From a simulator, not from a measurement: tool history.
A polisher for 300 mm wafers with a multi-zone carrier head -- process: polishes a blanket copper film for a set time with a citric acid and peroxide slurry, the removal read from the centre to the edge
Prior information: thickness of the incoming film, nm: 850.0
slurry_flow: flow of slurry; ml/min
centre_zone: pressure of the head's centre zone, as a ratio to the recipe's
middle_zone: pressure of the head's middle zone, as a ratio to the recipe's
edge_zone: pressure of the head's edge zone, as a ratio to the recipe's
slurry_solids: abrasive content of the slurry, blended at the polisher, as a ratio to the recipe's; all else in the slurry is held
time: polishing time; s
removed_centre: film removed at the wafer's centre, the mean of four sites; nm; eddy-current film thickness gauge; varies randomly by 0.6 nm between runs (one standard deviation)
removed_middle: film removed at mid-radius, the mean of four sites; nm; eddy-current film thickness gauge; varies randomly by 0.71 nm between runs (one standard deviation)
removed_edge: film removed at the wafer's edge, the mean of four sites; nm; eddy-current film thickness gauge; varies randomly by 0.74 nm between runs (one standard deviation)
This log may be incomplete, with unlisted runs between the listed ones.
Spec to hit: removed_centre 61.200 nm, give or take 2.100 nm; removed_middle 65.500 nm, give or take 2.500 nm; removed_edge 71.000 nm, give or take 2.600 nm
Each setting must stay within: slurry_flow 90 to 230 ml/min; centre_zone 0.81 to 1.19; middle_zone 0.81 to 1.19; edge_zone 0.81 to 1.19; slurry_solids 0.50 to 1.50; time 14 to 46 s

run,day,slurry_flow,centre_zone,middle_zone,edge_zone,slurry_solids,time,removed_centre,removed_middle,removed_edge
1,0.000,150,1.00,1.00,1.00,1.00,30,94.742,90.728,93.990
2,0.233,150,1.00,1.00,1.00,0.85,30,89.199,88.109,88.410
3,0.558,150,1.00,1.00,1.00,0.85,34,101.830,101.000,100.150
4,0.638,145,0.98,0.98,0.99,0.80,33,93.210,93.116,93.559
5,0.867,140,0.96,0.96,0.98,0.75,33,86.187,88.528,90.105
6,0.983,105,0.96,0.96,0.98,0.75,33,82.211,84.540,86.762
7,1.008,105,0.95,0.94,0.97,0.70,33,78.102,79.456,83.838
8,1.321,105,0.94,0.93,0.95,0.70,33,77.372,78.228,83.035
9,1.367,105,0.94,0.93,0.95,0.70,33,76.890,80.056,82.183
10,1.600,105,0.93,0.92,0.95,0.70,33,78.575,79.641,81.848

Which single option among these 5 for the next run brings every result within its allowed miss of target? Just one does.
A,1.833,90,0.95,0.88,1.05,0.50,34,?,?,?
B,1.833,90,0.83,0.96,0.91,0.70,28,?,?,?
C,1.833,100,0.91,0.94,0.89,0.60,31,?,?,?
D,1.833,105,0.86,0.94,0.87,0.75,26,?,?,?
E,1.833,100,0.90,0.93,1.03,0.50,32,?,?,?

move,removed_centre,removed_middle,removed_edge
A,66.114,65.006,75.292
B,55.129,65.907,67.099
C,65.120,69.602,70.522
D,57.139,64.551,64.451
E,60.977,65.420,71.561
A: gains on the last run, yet a result remains outside its allowed miss
B: pushes the last run's worst result past its target
C: gains on the last run, yet a result remains outside its allowed miss
D: pushes the last run's worst result past its target
E: all results land within tolerance of their targets
So the answer is move E, the one that meets all the targets.
